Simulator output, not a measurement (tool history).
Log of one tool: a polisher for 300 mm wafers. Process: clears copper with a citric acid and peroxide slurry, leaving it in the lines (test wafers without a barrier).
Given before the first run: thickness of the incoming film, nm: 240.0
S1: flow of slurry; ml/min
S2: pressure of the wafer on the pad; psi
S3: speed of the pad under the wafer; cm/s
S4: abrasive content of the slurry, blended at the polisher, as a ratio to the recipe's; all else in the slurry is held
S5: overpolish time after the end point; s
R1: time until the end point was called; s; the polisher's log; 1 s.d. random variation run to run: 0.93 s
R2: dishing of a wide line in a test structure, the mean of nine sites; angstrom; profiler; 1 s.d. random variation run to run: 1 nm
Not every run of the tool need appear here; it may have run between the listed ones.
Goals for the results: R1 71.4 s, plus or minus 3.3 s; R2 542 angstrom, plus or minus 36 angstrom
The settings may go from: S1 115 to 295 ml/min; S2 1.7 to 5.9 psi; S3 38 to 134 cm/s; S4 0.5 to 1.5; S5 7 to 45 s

run  hour   S1   S2  S3    S4  S5      R1      R2
  1     0  190  3.8  86     1  23  100.24  451.19
  2   3.5  190  3.8  86   1.1  23   96.47  434.16
  3   7.2  190  3.8  98   1.1  23  85.572  505.64
  4  13.3  190  4.3  98   1.1  23  76.543  571.34
  5  16.9  195  4.3  98   1.1  22  76.946  531.06
  6  20.1  195  4.3  98  0.95  22  79.816  529.18
  7  25.6  195  4.4  98  0.95  22   77.58  503.06
  8  33.1  195  4.4  98  0.95  22   77.35  514.17
  9    37  195  4.5  98  0.95  22  76.225  546.47
 10  44.1  195  4.6  98  0.95  22   73.79  532.99

5 next moves are on the table. One of them brings every result within its allowed miss. Which?
  A  51.2  205  4.3   98     1  24   ?   ?
  B  51.2  150  5.4   86   0.7  22   ?   ?
  C  51.2  140    4  124  0.85  21   ?   ?
  D  51.2  200  4.2  104   0.8  23   ?   ?
  E  51.2  240  4.6  100  1.05  18   ?   ?

move      R1      R2
   A  78.913  583.87
   B  81.039  533.55
   C  71.876  562.05
   D  79.415  559.15
   E  71.247  497.92
A: further off than the last run
B: further off than the last run
C: all results in spec
D: further off than the last run
E: meets the target for the result that was furthest off, but another lies outside its allowed miss
Correct choice: C, which meets every target

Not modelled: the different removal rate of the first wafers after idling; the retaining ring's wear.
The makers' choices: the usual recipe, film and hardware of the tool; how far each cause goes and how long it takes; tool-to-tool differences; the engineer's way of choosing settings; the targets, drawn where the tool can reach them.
